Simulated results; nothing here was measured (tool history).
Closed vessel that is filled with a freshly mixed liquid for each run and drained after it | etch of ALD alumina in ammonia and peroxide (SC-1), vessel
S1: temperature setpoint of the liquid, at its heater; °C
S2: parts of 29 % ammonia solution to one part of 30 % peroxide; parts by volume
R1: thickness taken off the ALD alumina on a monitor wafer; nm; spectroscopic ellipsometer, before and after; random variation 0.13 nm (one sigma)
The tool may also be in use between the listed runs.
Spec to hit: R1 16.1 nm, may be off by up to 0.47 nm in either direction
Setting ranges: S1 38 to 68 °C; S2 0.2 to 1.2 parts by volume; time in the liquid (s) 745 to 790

{"run": 1, "hour": 0.0, "S1": 52, "S2": 0.9, "time in the liquid (s)": 745, "R1": 29.157}
{"run": 2, "hour": 1.9, "S1": 49, "S2": 0.9, "time in the liquid (s)": 745, "R1": 24.274}
{"run": 3, "hour": 7.2, "S1": 47, "S2": 0.9, "time in the liquid (s)": 745, "R1": 21.789}
{"run": 4, "hour": 16.3, "S1": 47, "S2": 0.9, "time in the liquid (s)": 745, "R1": 22.105}
{"run": 5, "hour": 25.1, "S1": 45.5, "S2": 0.9, "time in the liquid (s)": 745, "R1": 20.05}
{"run": 6, "hour": 28.7, "S1": 45.5, "S2": 0.9, "time in the liquid (s)": 790, "R1": 21.439}
{"run": 7, "hour": 33.2, "S1": 45.5, "S2": 0.9, "time in the liquid (s)": 790, "R1": 21.546}
{"hour": 40.6, "done": "new drum of ammonia solution connected"}
{"run": 8, "hour": 40.6, "S1": 44, "S2": 0.9, "time in the liquid (s)": 790, "R1": 19.684}

Of the 5 settings listed for the next run, only one would bring every result within its allowed miss of target. Which one?
{"run": "A", "hour": 48.0, "S1": 41.5, "S2": 0.9, "time in the liquid (s)": 745, "R1": "?"}
{"run": "B", "hour": 48.0, "S1": 42.5, "S2": 1, "time in the liquid (s)": 745, "R1": "?"}
{"run": "C", "hour": 48.0, "S1": 42.5, "S2": 0.55, "time in the liquid (s)": 790, "R1": "?"}
{"run": "D", "hour": 48.0, "S1": 41.5, "S2": 1.15, "time in the liquid (s)": 790, "R1": "?"}
{"run": "E", "hour": 48.0, "S1": 42.5, "S2": 0.8, "time in the liquid (s)": 765, "R1": "?"}

move=A R1=16.215
move=B R1=17.36
move=C R1=17.387
move=D R1=17.603
move=E R1=17.45
A: each result inside its tolerance
B: moves toward the targets from the last run without getting all of them in spec
C: moves toward the targets from the last run without getting all of them in spec
D: moves toward the targets from the last run without getting all of them in spec
E: moves toward the targets from the last run without getting all of them in spec
Move A is the one to make.
